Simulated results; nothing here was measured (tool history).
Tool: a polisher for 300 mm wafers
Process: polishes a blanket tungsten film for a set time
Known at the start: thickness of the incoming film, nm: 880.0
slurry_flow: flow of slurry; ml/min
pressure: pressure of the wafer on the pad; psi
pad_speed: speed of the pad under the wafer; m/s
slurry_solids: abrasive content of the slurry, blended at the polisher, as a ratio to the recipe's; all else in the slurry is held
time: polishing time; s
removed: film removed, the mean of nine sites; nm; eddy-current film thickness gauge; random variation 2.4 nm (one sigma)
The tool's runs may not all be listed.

Run 1, day 0.000: slurry_flow 135 ml/min, pressure 3.9 psi, pad_speed 1.26 m/s, slurry_solids 1.0, time 72 s. Result: removed 435.93 nm.
Run 2, day 0.033: slurry_flow 130 ml/min, pressure 3.3 psi, pad_speed 1.26 m/s, slurry_solids 1.0, time 72 s. Result: removed 389.07 nm.
Run 3, day 0.179: slurry_flow 130 ml/min, pressure 3.8 psi, pad_speed 1.26 m/s, slurry_solids 1.0, time 72 s. Result: removed 433.89 nm.
Run 4, day 0.233: slurry_flow 130 ml/min, pressure 3.2 psi, pad_speed 1.26 m/s, slurry_solids 1.0, time 72 s. Result: removed 376.74 nm.
Run 5, day 0.421: slurry_flow 130 ml/min, pressure 3.2 psi, pad_speed 1.26 m/s, slurry_solids 1.0, time 72 s. Result: removed 379.25 nm.
Run 6, day 0.571: slurry_flow 130 ml/min, pressure 2.8 psi, pad_speed 1.22 m/s, slurry_solids 1.0, time 72 s. Result: removed 332.74 nm.

Run 7 comes next. What will it give?
Run 7, day 0.708: slurry_flow 130 ml/min, pressure 2.5 psi, pad_speed 1.20 m/s, slurry_solids 1.0, time 72 s. Result: removed ?.

{"run 7": {"removed": 299.97}}

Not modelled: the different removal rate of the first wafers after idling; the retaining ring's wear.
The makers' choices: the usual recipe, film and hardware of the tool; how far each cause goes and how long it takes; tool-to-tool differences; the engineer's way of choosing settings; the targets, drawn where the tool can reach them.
